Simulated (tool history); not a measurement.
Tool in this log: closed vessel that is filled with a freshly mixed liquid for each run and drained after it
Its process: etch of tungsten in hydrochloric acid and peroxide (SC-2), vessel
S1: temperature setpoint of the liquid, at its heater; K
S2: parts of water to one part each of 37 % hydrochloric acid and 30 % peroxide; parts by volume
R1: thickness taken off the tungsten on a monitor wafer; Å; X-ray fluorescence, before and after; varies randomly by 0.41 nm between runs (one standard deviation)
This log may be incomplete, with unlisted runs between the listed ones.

Run 1, hour 0.0: S1 335.15 K, S2 7.0 parts by volume, time in the liquid (s) 100. Result: R1 920.91 Å.
Run 2, hour 7.5: S1 334.15 K, S2 7.0 parts by volume, time in the liquid (s) 100. Result: R1 868.40 Å.
Run 3, hour 8.8: S1 333.15 K, S2 7.0 parts by volume, time in the liquid (s) 100. Result: R1 812.41 Å.
Run 4, hour 14.3: S1 333.15 K, S2 7.0 parts by volume, time in the liquid (s) 100. Result: R1 808.88 Å.
Run 5, hour 22.1: S1 332.65 K, S2 7.0 parts by volume, time in the liquid (s) 100. Result: R1 791.10 Å.
Run 6, hour 30.9: S1 332.15 K, S2 7.0 parts by volume, time in the liquid (s) 100. Result: R1 770.68 Å.

Run 7 has not been measured yet. What should we expect?
Run 7, hour 37.3: S1 332.15 K, S2 7.0 parts by volume, time in the liquid (s) 100. Result: R1 ?.

R1: 774.75 Å
